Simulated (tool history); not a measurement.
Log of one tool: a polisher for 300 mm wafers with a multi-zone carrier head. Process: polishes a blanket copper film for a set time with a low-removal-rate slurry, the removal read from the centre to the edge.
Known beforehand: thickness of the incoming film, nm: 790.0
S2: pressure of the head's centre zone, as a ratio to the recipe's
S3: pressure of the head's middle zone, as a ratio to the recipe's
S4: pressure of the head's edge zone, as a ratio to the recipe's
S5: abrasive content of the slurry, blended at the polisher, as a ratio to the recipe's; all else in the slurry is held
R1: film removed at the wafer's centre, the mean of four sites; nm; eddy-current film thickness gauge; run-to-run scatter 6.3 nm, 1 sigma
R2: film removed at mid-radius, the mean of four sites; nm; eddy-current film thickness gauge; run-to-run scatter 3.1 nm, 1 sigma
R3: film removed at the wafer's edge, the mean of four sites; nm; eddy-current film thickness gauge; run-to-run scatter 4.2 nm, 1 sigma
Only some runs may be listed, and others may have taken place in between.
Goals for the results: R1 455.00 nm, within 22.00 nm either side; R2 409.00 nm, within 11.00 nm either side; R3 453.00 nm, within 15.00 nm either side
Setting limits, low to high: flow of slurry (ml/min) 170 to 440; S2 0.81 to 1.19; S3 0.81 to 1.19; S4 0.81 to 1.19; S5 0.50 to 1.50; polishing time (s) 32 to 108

{"run": 1, "day": 0.0, "flow of slurry (ml/min)": 280, "S2": 1.0, "S3": 1.0, "S4": 1.0, "S5": 1.0, "polishing time (s)": 70, "R1": 283.57, "R2": 293.12, "R3": 296.56}
{"run": 2, "day": 0.288, "flow of slurry (ml/min)": 285, "S2": 1.02, "S3": 1.0, "S4": 1.02, "S5": 1.1, "polishing time (s)": 73, "R1": 316.44, "R2": 314.47, "R3": 314.76}
{"run": 3, "day": 0.612, "flow of slurry (ml/min)": 285, "S2": 1.08, "S3": 1.0, "S4": 1.02, "S5": 1.1, "polishing time (s)": 73, "R1": 330.81, "R2": 310.35, "R3": 319.72}
{"run": 4, "day": 0.808, "flow of slurry (ml/min)": 285, "S2": 1.11, "S3": 1.0, "S4": 1.02, "S5": 1.1, "polishing time (s)": 73, "R1": 349.1, "R2": 314.37, "R3": 321.76}
{"run": 5, "day": 1.021, "flow of slurry (ml/min)": 320, "S2": 1.11, "S3": 1.0, "S4": 1.02, "S5": 1.1, "polishing time (s)": 73, "R1": 343.58, "R2": 318.47, "R3": 325.6}
{"run": 6, "day": 1.104, "flow of slurry (ml/min)": 325, "S2": 1.11, "S3": 0.99, "S4": 1.04, "S5": 1.15, "polishing time (s)": 75, "R1": 358.84, "R2": 326.63, "R3": 338.81}
{"run": 7, "day": 1.158, "flow of slurry (ml/min)": 325, "S2": 1.1, "S3": 0.98, "S4": 1.06, "S5": 1.2, "polishing time (s)": 77, "R1": 369.43, "R2": 335.26, "R3": 359.04}
{"run": 8, "day": 1.296, "flow of slurry (ml/min)": 330, "S2": 1.1, "S3": 0.99, "S4": 1.08, "S5": 1.25, "polishing time (s)": 78, "R1": 373.82, "R2": 342.24, "R3": 367.56}
{"run": 9, "day": 1.454, "flow of slurry (ml/min)": 330, "S2": 1.1, "S3": 0.99, "S4": 1.08, "S5": 1.25, "polishing time (s)": 78, "R1": 371.45, "R2": 347.68, "R3": 367.96}
{"run": 10, "day": 1.688, "flow of slurry (ml/min)": 330, "S2": 1.11, "S3": 0.99, "S4": 1.09, "S5": 1.3, "polishing time (s)": 79, "R1": 384.75, "R2": 352.17, "R3": 374.9}
{"run": 11, "day": 1.846, "flow of slurry (ml/min)": 335, "S2": 1.12, "S3": 0.99, "S4": 1.1, "S5": 1.35, "polishing time (s)": 80, "R1": 392.66, "R2": 364.95, "R3": 390.92}
{"run": 12, "day": 2.129, "flow of slurry (ml/min)": 335, "S2": 1.13, "S3": 0.99, "S4": 1.11, "S5": 1.35, "polishing time (s)": 81, "R1": 407.55, "R2": 370.56, "R3": 398.11}
{"run": 13, "day": 2.317, "flow of slurry (ml/min)": 335, "S2": 1.13, "S3": 0.99, "S4": 1.12, "S5": 1.35, "polishing time (s)": 82, "R1": 421.57, "R2": 370.04, "R3": 405.37}
{"run": 14, "day": 2.429, "flow of slurry (ml/min)": 340, "S2": 1.13, "S3": 0.99, "S4": 1.13, "S5": 1.35, "polishing time (s)": 83, "R1": 415.92, "R2": 377.25, "R3": 410.11}
{"run": 15, "day": 2.467, "flow of slurry (ml/min)": 345, "S2": 1.13, "S3": 0.99, "S4": 1.14, "S5": 1.35, "polishing time (s)": 84, "R1": 439.09, "R2": 386.4, "R3": 414.91}
{"run": 16, "day": 2.808, "flow of slurry (ml/min)": 340, "S2": 1.07, "S3": 0.97, "S4": 1.19, "S5": 1.5, "polishing time (s)": 87, "R1": 430.08, "R2": 398.72, "R3": 449.77}
{"run": 17, "day": 3.075, "flow of slurry (ml/min)": 345, "S2": 1.08, "S3": 0.97, "S4": 1.19, "S5": 1.5, "polishing time (s)": 87, "R1": 432.89, "R2": 398.32, "R3": 448.31}

4 candidate next runs follow, results not yet known. Just one meets every target within its allowed miss. Identify it.
{"run": "A", "day": 3.342, "flow of slurry (ml/min)": 280, "S2": 1.13, "S3": 0.98, "S4": 1.16, "S5": 1.5, "polishing time (s)": 89, "R1": "?", "R2": "?", "R3": "?"}
{"run": "B", "day": 3.342, "flow of slurry (ml/min)": 310, "S2": 1.03, "S3": 1.0, "S4": 1.06, "S5": 1.5, "polishing time (s)": 88, "R1": "?", "R2": "?", "R3": "?"}
{"run": "C", "day": 3.342, "flow of slurry (ml/min)": 280, "S2": 1.06, "S3": 0.9, "S4": 1.19, "S5": 1.5, "polishing time (s)": 89, "R1": "?", "R2": "?", "R3": "?"}
{"run": "D", "day": 3.342, "flow of slurry (ml/min)": 320, "S2": 1.12, "S3": 0.91, "S4": 1.14, "S5": 1.5, "polishing time (s)": 86, "R1": "?", "R2": "?", "R3": "?"}

move=A R1=454.88 R2=406.13 R3=444.07
move=B R1=413.93 R2=410.66 R3=422.31
move=C R1=426.33 R2=385.81 R3=450.39
move=D R1=441.26 R2=379.67 R3=429.45
A: meets every target
B: misses by more than the last run did
C: misses by more than the last run did
D: the worst result of the last run now meets its target, but another is out of spec
Move A is the one to make.
